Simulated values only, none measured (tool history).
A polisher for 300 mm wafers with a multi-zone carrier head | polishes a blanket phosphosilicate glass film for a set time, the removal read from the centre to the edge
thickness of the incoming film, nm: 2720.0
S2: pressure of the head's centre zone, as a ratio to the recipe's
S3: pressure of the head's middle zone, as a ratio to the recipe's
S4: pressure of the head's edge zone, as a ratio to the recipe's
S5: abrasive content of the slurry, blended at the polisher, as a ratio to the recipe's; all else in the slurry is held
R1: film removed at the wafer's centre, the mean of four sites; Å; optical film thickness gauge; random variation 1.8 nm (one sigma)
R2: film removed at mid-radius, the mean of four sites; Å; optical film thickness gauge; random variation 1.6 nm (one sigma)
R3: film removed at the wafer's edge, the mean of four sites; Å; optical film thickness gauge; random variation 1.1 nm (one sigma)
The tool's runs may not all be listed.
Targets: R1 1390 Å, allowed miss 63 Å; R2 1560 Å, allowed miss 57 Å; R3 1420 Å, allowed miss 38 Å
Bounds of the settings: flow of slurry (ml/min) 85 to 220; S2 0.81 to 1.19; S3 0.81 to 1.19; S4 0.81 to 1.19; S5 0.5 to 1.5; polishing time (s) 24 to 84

Run 1, hour 0: flow of slurry (ml/min) 140, S2 1, S3 1, S4 1, S5 1, polishing time (s) 54. Result: R1 2263.4 Å, R2 2286.5 Å, R3 2203.2 Å.
Run 2, hour 5.3: flow of slurry (ml/min) 135, S2 0.99, S3 1, S4 0.98, S5 0.95, polishing time (s) 53. Result: R1 2202.1 Å, R2 2201.1 Å, R3 2139.5 Å.
Run 3, hour 9.7: flow of slurry (ml/min) 135, S2 0.99, S3 1, S4 0.98, S5 0.95, polishing time (s) 64. Result: R1 2637 Å, R2 2644.7 Å, R3 2542.6 Å.
Run 4, hour 12.2: flow of slurry (ml/min) 135, S2 0.98, S3 1.01, S4 0.97, S5 0.9, polishing time (s) 61. Result: R1 2419.2 Å, R2 2541.6 Å, R3 2390.7 Å.
Run 5, hour 17.7: flow of slurry (ml/min) 135, S2 0.98, S3 1.01, S4 0.96, S5 0.85, polishing time (s) 59. Result: R1 2357.5 Å, R2 2388.1 Å, R3 2299.4 Å.
Run 6, hour 20.8: flow of slurry (ml/min) 135, S2 0.97, S3 1.02, S4 0.95, S5 0.8, polishing time (s) 56. Result: R1 2158.7 Å, R2 2256.3 Å, R3 2080.4 Å.
Run 7, hour 22.5: flow of slurry (ml/min) 135, S2 0.97, S3 1.02, S4 0.95, S5 0.8, polishing time (s) 56. Result: R1 2116.5 Å, R2 2250.8 Å, R3 2107.9 Å.
Run 8, hour 28.9: flow of slurry (ml/min) 135, S2 0.97, S3 1.02, S4 0.94, S5 0.75, polishing time (s) 54. Result: R1 2042 Å, R2 2146.2 Å, R3 1995.8 Å.
Run 9, hour 37.5: flow of slurry (ml/min) 135, S2 0.96, S3 1.02, S4 0.93, S5 0.7, polishing time (s) 52. Result: R1 1934.9 Å, R2 1998.2 Å, R3 1856.6 Å.
Run 10, hour 45.8: flow of slurry (ml/min) 95, S2 0.86, S3 1.03, S4 0.84, S5 0.5, polishing time (s) 47. Result: R1 1280.2 Å, R2 1513.8 Å, R3 1407.8 Å.

Which of these 4 next moves meets every target?
Run A, hour 54.1: flow of slurry (ml/min) 85, S2 0.83, S3 1.01, S4 0.84, S5 0.85, polishing time (s) 43. Result: R1 ?, R2 ?, R3 ?.
Run B, hour 54.1: flow of slurry (ml/min) 110, S2 0.9, S3 1.03, S4 0.84, S5 0.5, polishing time (s) 47. Result: R1 ?, R2 ?, R3 ?.
Run C, hour 54.1: flow of slurry (ml/min) 105, S2 0.81, S3 1.04, S4 0.9, S5 0.55, polishing time (s) 47. Result: R1 ?, R2 ?, R3 ?.
Run D, hour 54.1: flow of slurry (ml/min) 105, S2 0.97, S3 1.08, S4 0.81, S5 0.5, polishing time (s) 45. Result: R1 ?, R2 ?, R3 ?.

move      R1      R2      R3
   A    1253  1486.6  1432.4
   B  1428.3    1564  1438.4
   C  1294.9  1593.9  1497.1
   D  1451.5  1536.7  1345.6
A: further off than the last run
B: meets every target
C: further off than the last run
D: brings the result that was furthest off to its target, and leaves another outside
Move B is the one to make.

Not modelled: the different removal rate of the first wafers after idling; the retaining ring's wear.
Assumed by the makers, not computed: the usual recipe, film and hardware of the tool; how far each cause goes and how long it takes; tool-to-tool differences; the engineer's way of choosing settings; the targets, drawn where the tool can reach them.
